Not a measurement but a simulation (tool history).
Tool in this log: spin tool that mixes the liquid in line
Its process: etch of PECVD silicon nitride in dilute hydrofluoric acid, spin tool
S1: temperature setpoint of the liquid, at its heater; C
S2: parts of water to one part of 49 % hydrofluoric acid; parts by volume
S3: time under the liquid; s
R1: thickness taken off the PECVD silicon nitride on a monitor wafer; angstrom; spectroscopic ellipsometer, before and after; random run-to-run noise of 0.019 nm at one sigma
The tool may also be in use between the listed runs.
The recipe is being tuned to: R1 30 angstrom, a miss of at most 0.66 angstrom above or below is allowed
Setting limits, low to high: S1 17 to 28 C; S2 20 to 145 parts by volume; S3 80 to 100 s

run 1 hour=0 | S1=20 S2=80 S3=100 | R1=50.07
run 2 hour=3.6 | S1=19 S2=90 S3=100 | R1=41.758
run 3 hour=10 | S1=18.5 S2=95 S3=100 | R1=38.108
run 4 hour=11.7 | S1=21.5 S2=95 S3=100 | R1=47.412
run 5 hour=13.3 | S1=20 S2=100 S3=100 | R1=40.392
run 6 hour=17.7 | S1=19 S2=105 S3=100 | R1=36.535
run 7 hour=26.2 | S1=18.5 S2=105 S3=100 | R1=34.88
-- hour=30.8 thermometer replaced
run 8 hour=30.8 | S1=18 S2=105 S3=100 | R1=37.797
run 9 hour=34.2 | S1=17.5 S2=115 S3=100 | R1=33.426
run 10 hour=38.1 | S1=17.5 S2=115 S3=100 | R1=32.889
run 11 hour=42.4 | S1=17.5 S2=115 S3=100 | R1=33.084
run 12 hour=51.2 | S1=17.5 S2=120 S3=100 | R1=31.737

Which single option among these 5 for the next run brings every result within its allowed miss of target? Just one does.
run A hour=60 | S1=17.5 S2=115 S3=100 | R1=?
run B hour=60 | S1=19 S2=110 S3=90 | R1=?
run C hour=60 | S1=18 S2=105 S3=85 | R1=?
run D hour=60 | S1=18.5 S2=115 S3=85 | R1=?
run E hour=60 | S1=17 S2=130 S3=100 | R1=?

move=A R1=32.763
move=B R1=34.131
move=C R1=31.485
move=D R1=29.832
move=E R1=28.112
A: its largest miss is bigger than the last run's
B: its largest miss is bigger than the last run's
C: closer than the last run, but not yet in spec
D: every result within its allowed miss
E: moves the result that the last run missed by most past its target, out the other side
D is the move that brings every result within its allowed miss.

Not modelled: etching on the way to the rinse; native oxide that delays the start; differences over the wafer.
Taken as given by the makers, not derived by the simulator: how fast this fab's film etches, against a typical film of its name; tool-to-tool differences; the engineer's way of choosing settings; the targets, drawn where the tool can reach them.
